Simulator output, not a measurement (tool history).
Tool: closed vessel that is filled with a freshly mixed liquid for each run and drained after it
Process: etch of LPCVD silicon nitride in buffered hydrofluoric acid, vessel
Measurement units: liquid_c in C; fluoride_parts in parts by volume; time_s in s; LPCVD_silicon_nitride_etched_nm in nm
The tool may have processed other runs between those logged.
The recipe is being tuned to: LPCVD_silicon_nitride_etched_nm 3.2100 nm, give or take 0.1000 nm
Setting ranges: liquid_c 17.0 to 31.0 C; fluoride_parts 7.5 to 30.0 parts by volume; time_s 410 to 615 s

run,day,liquid_c,fluoride_parts,time_s,LPCVD_silicon_nitride_etched_nm
1,0.000,23.0,22.0,615,4.5140
2,0.229,22.0,22.0,615,4.2555
3,0.262,21.0,22.0,615,4.1177
4,0.317,20.5,22.5,615,3.8789
5,0.467,20.5,22.5,615,3.9173
6,0.604,20.5,22.5,410,2.5978
7,0.725,21.0,22.5,410,2.6495
8,0.892,21.5,22.5,410,2.8134
9,1.229,21.5,22.5,410,2.7275
10,1.554,22.0,22.5,410,2.8462
11,1.917,22.5,22.5,410,2.9238
12,2.104,23.0,22.5,410,2.9871
13,2.150,23.5,22.5,410,3.0685

Which single option among these 5 for the next run brings every result within its allowed miss of target? Just one does.
A,2.196,22.5,24.5,430,?
B,2.196,22.5,22.5,410,?
C,2.196,21.0,21.5,425,?
D,2.196,22.5,26.5,510,?
E,2.196,21.5,20.0,410,?

move,LPCVD_silicon_nitride_etched_nm
A,2.8401
B,2.8716
C,2.8418
D,3.1911
E,3.0277
A: the biggest miss grows against the last run
B: the biggest miss grows against the last run
C: the biggest miss grows against the last run
D: meets every target
E: the biggest miss grows against the last run
So the answer is move D, the one that meets all the targets.

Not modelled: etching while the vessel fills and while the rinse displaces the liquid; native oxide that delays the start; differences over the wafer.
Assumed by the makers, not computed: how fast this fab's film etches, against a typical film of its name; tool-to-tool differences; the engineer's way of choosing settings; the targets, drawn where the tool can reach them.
